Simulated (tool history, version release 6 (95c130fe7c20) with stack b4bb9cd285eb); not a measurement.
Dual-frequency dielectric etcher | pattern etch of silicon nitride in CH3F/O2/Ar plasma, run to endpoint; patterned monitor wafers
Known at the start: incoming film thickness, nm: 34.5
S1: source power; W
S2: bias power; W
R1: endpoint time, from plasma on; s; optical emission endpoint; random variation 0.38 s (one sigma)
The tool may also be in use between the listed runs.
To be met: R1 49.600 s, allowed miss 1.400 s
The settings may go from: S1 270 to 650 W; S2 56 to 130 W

{"run": 1, "hour": 0.0, "S1": 460, "S2": 93, "R1": 43.669}
{"run": 2, "hour": 4.3, "S1": 460, "S2": 107, "R1": 41.251}
{"run": 3, "hour": 8.2, "S1": 430, "S2": 104, "R1": 42.288}
{"run": 4, "hour": 15.2, "S1": 410, "S2": 100, "R1": 44.154}
{"run": 5, "hour": 24.0, "S1": 390, "S2": 99, "R1": 45.516}
{"run": 6, "hour": 25.5, "S1": 380, "S2": 98, "R1": 44.977}
{"run": 7, "hour": 31.9, "S1": 370, "S2": 96, "R1": 46.92}
{"run": 8, "hour": 39.7, "S1": 370, "S2": 96, "R1": 46.637}
{"run": 9, "hour": 42.9, "S1": 360, "S2": 95, "R1": 46.845}
{"run": 10, "hour": 51.2, "S1": 350, "S2": 94, "R1": 47.9}

Which of these 4 next moves meets every target?
{"run": "A", "hour": 59.5, "S1": 310, "S2": 95, "R1": "?"}
{"run": "B", "hour": 59.5, "S1": 370, "S2": 99, "R1": "?"}
{"run": "C", "hour": 59.5, "S1": 350, "S2": 106, "R1": "?"}
{"run": "D", "hour": 59.5, "S1": 380, "S2": 98, "R1": "?"}

move=A R1=49.958
move=B R1=46.042
move=C R1=45.489
move=D R1=45.823
A: meets every target
B: further off than the last run
C: further off than the last run
D: further off than the last run
The right move is A.

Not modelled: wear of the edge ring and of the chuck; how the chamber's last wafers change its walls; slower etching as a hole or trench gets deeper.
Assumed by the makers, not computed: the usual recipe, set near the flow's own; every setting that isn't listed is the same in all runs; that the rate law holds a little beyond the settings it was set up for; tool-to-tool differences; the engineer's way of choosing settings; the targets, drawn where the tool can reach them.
